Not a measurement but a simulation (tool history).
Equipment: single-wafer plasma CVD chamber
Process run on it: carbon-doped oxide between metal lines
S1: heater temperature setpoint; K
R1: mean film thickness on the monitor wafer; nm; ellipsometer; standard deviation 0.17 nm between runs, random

run 1 day=0.000 | S1=623.15 chamber_pressure_(Pa)=532 RF_power_(W)=640 deposition_time_(s)=8.1 | R1=44.529
run 2 day=0.262 | S1=623.15 chamber_pressure_(Pa)=485 RF_power_(W)=640 deposition_time_(s)=8.1 | R1=44.053
run 3 day=0.362 | S1=623.15 chamber_pressure_(Pa)=485 RF_power_(W)=640 deposition_time_(s)=7.7 | R1=41.740
run 4 day=0.654 | S1=624.15 chamber_pressure_(Pa)=472 RF_power_(W)=635 deposition_time_(s)=7.7 | R1=41.291
run 5 day=0.679 | S1=625.15 chamber_pressure_(Pa)=464 RF_power_(W)=635 deposition_time_(s)=7.7 | R1=41.059
run 6 day=0.704 | S1=625.15 chamber_pressure_(Pa)=464 RF_power_(W)=725 deposition_time_(s)=7.7 | R1=43.892

Estimate the outcome of run 7 from the log above:
run 7 day=1.075 | S1=628.15 chamber_pressure_(Pa)=440 RF_power_(W)=715 deposition_time_(s)=7.7 | R1=?

R1: 42.903 nm
